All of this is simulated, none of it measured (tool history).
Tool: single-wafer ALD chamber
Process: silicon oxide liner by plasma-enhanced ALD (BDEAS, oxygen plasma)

run,hour,heater temperature setpoint (K),number of ALD cycles (cycles),mean film thickness on the monitor wafer (nm)
1,0,588.15,30,2.784
2,2.1,597.15,30,2.7356
3,6.6,598.15,29,2.6209
4,8.6,599.15,28,2.5342
5,16.6,599.15,27,2.4442
6,19.1,599.15,29,2.6259
7,24.1,599.15,28,2.5278

The next listed run, before its measurement:
8,27.7,599.15,27,?

Run 8 gave mean film thickness on the monitor wafer (nm) 2.4511.
